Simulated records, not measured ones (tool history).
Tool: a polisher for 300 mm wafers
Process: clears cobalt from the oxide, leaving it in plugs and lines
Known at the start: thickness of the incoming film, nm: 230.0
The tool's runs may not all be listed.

run  hour  flow of slurry (ml/min)  pressure of the wafer on the pad (kPa)  speed of the pad under the wafer (m/s)  overpolish time after the end point (s)  time until the end point was called (s)  dishing of a wide line in a test structure (nm)
  1   0.0                      315                                    17.2                                    1.24                                       18                                   28.382                                           51.599
  2   5.3                      370                                    17.2                                    1.24                                       18                                   28.745                                           52.092
  3   7.9                      370                                    17.2                                    1.54                                       18                                   23.053                                           54.385
  4  12.5                      370                                    17.2                                    1.54                                       13                                   23.565                                           49.722
  5  21.5                      370                                    21.4                                    1.54                                       13                                   18.963                                           53.632
  6  23.8                      315                                    21.4                                    1.54                                       13                                   18.899                                           52.511
  7  30.3                      320                                    18.6                                    1.52                                       16                                   22.243                                           53.632
  8  33.4                      320                                    17.2                                    1.52                                       18                                   23.665                                           54.147

Run 9 comes next. What will it give?
  9  40.1                      320                                    15.9                                    1.52                                       19                                        ?                                                ?

time until the end point was called (s): 25.696
dishing of a wide line in a test structure (nm): 54.749

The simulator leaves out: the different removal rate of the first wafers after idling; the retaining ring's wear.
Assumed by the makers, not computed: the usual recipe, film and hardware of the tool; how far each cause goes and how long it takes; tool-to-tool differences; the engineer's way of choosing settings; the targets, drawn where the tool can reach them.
